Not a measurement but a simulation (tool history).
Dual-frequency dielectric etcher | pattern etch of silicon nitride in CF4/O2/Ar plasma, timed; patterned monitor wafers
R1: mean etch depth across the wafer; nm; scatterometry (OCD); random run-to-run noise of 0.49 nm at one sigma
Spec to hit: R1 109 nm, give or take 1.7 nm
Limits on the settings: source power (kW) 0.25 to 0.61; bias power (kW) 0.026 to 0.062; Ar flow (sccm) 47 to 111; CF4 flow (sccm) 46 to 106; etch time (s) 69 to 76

run 1 hour=0 | source_power_(kW)=0.43 bias_power_(kW)=0.044 Ar_flow_(sccm)=79 CF4_flow_(sccm)=76 etch_time_(s)=76 | R1=128.11
run 2 hour=2.1 | source_power_(kW)=0.49 bias_power_(kW)=0.044 Ar_flow_(sccm)=79 CF4_flow_(sccm)=76 etch_time_(s)=76 | R1=143.16
run 3 hour=8.3 | source_power_(kW)=0.46 bias_power_(kW)=0.044 Ar_flow_(sccm)=79 CF4_flow_(sccm)=76 etch_time_(s)=76 | R1=134.35
run 4 hour=13.3 | source_power_(kW)=0.44 bias_power_(kW)=0.044 Ar_flow_(sccm)=79 CF4_flow_(sccm)=76 etch_time_(s)=76 | R1=131.24
run 5 hour=19.5 | source_power_(kW)=0.44 bias_power_(kW)=0.044 Ar_flow_(sccm)=79 CF4_flow_(sccm)=76 etch_time_(s)=69 | R1=117.97
run 6 hour=20.1 | source_power_(kW)=0.43 bias_power_(kW)=0.044 Ar_flow_(sccm)=79 CF4_flow_(sccm)=76 etch_time_(s)=69 | R1=115.95
run 7 hour=22.9 | source_power_(kW)=0.42 bias_power_(kW)=0.044 Ar_flow_(sccm)=79 CF4_flow_(sccm)=76 etch_time_(s)=69 | R1=114.16
run 8 hour=24.9 | source_power_(kW)=0.41 bias_power_(kW)=0.044 Ar_flow_(sccm)=79 CF4_flow_(sccm)=76 etch_time_(s)=69 | R1=111.83

Exactly one of the 5 candidate moves below puts every result within its allowed miss. Which one?
run A hour=26.9 | source_power_(kW)=0.41 bias_power_(kW)=0.037 Ar_flow_(sccm)=92 CF4_flow_(sccm)=74 etch_time_(s)=73.5 | R1=?
run B hour=26.9 | source_power_(kW)=0.41 bias_power_(kW)=0.038 Ar_flow_(sccm)=80 CF4_flow_(sccm)=75 etch_time_(s)=69 | R1=?
run C hour=26.9 | source_power_(kW)=0.39 bias_power_(kW)=0.039 Ar_flow_(sccm)=74 CF4_flow_(sccm)=77 etch_time_(s)=70 | R1=?
run D hour=26.9 | source_power_(kW)=0.39 bias_power_(kW)=0.04 Ar_flow_(sccm)=93 CF4_flow_(sccm)=82 etch_time_(s)=71 | R1=?
run E hour=26.9 | source_power_(kW)=0.35 bias_power_(kW)=0.049 Ar_flow_(sccm)=92 CF4_flow_(sccm)=76 etch_time_(s)=72 | R1=?

move=A R1=107.93
move=B R1=104.43
move=C R1=104.08
move=D R1=104.41
move=E R1=104.01
A: every result within its allowed miss
B: takes the biggest miss from the last run beyond its target
C: takes the biggest miss from the last run beyond its target
D: takes the biggest miss from the last run beyond its target
E: takes the biggest miss from the last run beyond its target
Go with A: it meets all targets.

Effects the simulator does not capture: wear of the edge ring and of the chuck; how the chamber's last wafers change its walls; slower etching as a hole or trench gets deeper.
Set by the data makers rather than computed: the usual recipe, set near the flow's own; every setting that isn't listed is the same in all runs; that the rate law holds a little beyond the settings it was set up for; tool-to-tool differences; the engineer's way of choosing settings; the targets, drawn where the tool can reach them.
